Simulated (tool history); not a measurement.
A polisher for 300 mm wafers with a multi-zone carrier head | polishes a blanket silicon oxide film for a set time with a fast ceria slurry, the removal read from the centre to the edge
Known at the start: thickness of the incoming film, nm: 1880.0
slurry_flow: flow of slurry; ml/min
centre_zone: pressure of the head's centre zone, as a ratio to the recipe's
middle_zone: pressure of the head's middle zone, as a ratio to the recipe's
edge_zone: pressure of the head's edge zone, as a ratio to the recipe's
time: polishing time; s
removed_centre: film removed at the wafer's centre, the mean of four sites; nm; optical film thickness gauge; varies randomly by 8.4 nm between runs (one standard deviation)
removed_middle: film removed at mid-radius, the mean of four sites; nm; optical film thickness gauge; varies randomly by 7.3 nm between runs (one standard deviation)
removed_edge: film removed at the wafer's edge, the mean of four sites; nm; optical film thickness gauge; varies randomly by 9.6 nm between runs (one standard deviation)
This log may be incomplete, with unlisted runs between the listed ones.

Run 1, hour 0.0: slurry_flow 185 ml/min, centre_zone 1.00, middle_zone 1.00, edge_zone 1.00, time 41 s. Result: removed_centre 822.76 nm, removed_middle 804.95 nm, removed_edge 784.30 nm.
Run 2, hour 5.7: slurry_flow 185 ml/min, centre_zone 0.92, middle_zone 1.00, edge_zone 1.00, time 41 s. Result: removed_centre 732.73 nm, removed_middle 817.15 nm, removed_edge 788.79 nm.
Run 3, hour 9.8: slurry_flow 180 ml/min, centre_zone 0.92, middle_zone 0.97, edge_zone 0.99, time 40 s. Result: removed_centre 713.99 nm, removed_middle 771.91 nm, removed_edge 773.60 nm.
Run 4, hour 15.4: slurry_flow 180 ml/min, centre_zone 0.95, middle_zone 0.97, edge_zone 0.99, time 40 s. Result: removed_centre 737.34 nm, removed_middle 766.33 nm, removed_edge 781.03 nm.
Run 5, hour 17.2: slurry_flow 180 ml/min, centre_zone 0.96, middle_zone 0.96, edge_zone 0.98, time 38 s. Result: removed_centre 725.04 nm, removed_middle 726.07 nm, removed_edge 747.02 nm.
Run 6, hour 19.5: slurry_flow 180 ml/min, centre_zone 0.96, middle_zone 0.91, edge_zone 0.98, time 38 s. Result: removed_centre 710.23 nm, removed_middle 684.00 nm, removed_edge 740.81 nm.
Run 7, hour 22.6: slurry_flow 180 ml/min, centre_zone 0.96, middle_zone 0.91, edge_zone 0.97, time 37 s. Result: removed_centre 677.93 nm, removed_middle 674.83 nm, removed_edge 716.73 nm.
Run 8, hour 27.1: slurry_flow 180 ml/min, centre_zone 0.96, middle_zone 0.90, edge_zone 0.96, time 37 s. Result: removed_centre 689.15 nm, removed_middle 666.40 nm, removed_edge 696.18 nm.
Run 9, hour 35.5: slurry_flow 175 ml/min, centre_zone 0.95, middle_zone 0.89, edge_zone 0.96, time 37 s. Result: removed_centre 662.01 nm, removed_middle 652.56 nm, removed_edge 721.24 nm.
Run 10, hour 38.2: slurry_flow 175 ml/min, centre_zone 0.95, middle_zone 0.89, edge_zone 0.95, time 37 s. Result: removed_centre 677.27 nm, removed_middle 662.96 nm, removed_edge 696.29 nm.
Run 11, hour 43.8: slurry_flow 170 ml/min, centre_zone 0.95, middle_zone 0.88, edge_zone 0.95, time 37 s. Result: removed_centre 673.31 nm, removed_middle 646.12 nm, removed_edge 713.72 nm.
Run 12, hour 51.1: slurry_flow 170 ml/min, centre_zone 0.95, middle_zone 0.88, edge_zone 0.95, time 37 s. Result: removed_centre 678.38 nm, removed_middle 673.07 nm, removed_edge 706.10 nm.
Run 13, hour 56.1: slurry_flow 170 ml/min, centre_zone 0.95, middle_zone 0.87, edge_zone 0.95, time 37 s. Result: removed_centre 654.32 nm, removed_middle 652.81 nm, removed_edge 688.66 nm.

The next listed run, before its measurement:
Run 14, hour 57.0: slurry_flow 170 ml/min, centre_zone 0.95, middle_zone 0.86, edge_zone 0.95, time 37 s. Result: removed_centre ?, removed_middle ?, removed_edge ?.

removed_centre: 673.42 nm
removed_middle: 650.50 nm
removed_edge: 711.67 nm
